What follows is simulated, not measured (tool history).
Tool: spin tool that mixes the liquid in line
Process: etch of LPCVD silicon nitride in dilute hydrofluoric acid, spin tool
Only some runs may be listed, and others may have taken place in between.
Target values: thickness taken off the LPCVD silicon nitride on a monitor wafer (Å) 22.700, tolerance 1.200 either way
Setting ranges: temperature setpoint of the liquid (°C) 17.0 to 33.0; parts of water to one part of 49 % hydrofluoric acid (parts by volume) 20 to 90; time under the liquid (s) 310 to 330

run    day  temperature setpoint of the liquid (°C)  parts of water to one part of 49 % hydrofluoric acid (parts by volume)  time under the liquid (s)  thickness taken off the LPCVD silicon nitride on a monitor wafer (Å)
  1  0.000                                     25.0                                                                      50                        310                                                                29.136
  2  0.171                                     25.0                                                                      35                        310                                                                40.976
  3  0.333                                     27.5                                                                      35                        310                                                                47.941
  4  0.650                                     25.5                                                                      35                        310                                                                40.924
  5  0.771                                     24.0                                                                      35                        310                                                                38.319
  6  1.025                                     24.0                                                                      50                        310                                                                27.710
  7  1.317                                     23.5                                                                      50                        310                                                                26.376
  8  1.608                                     23.5                                                                      50                        310                                                                25.352
  9  1.908                                     23.0                                                                      50                        310                                                                25.096
 10  2.088                                     22.5                                                                      50                        310                                                                24.605

Exercise: of the 5 proposed moves below, exactly one satisfies all targets within the stated allowed misses. Which move is it?
  A  2.267                                     22.5                                                                      50                        330                                                                     ?
  B  2.267                                     26.0                                                                      60                        325                                                                     ?
  C  2.267                                     18.5                                                                      40                        310                                                                     ?
  D  2.267                                     25.0                                                                      55                        310                                                                     ?
  E  2.267                                     23.5                                                                      50                        310                                                                     ?

move  thickness taken off the LPCVD silicon nitride on a monitor wafer (Å)
   A                                                                25.650
   B                                                                26.722
   C                                                                22.676
   D                                                                25.982
   E                                                                25.789
A: its largest miss is bigger than the last run's
B: its largest miss is bigger than the last run's
C: in spec on every target
D: its largest miss is bigger than the last run's
E: its largest miss is bigger than the last run's
Move C is the one to make.
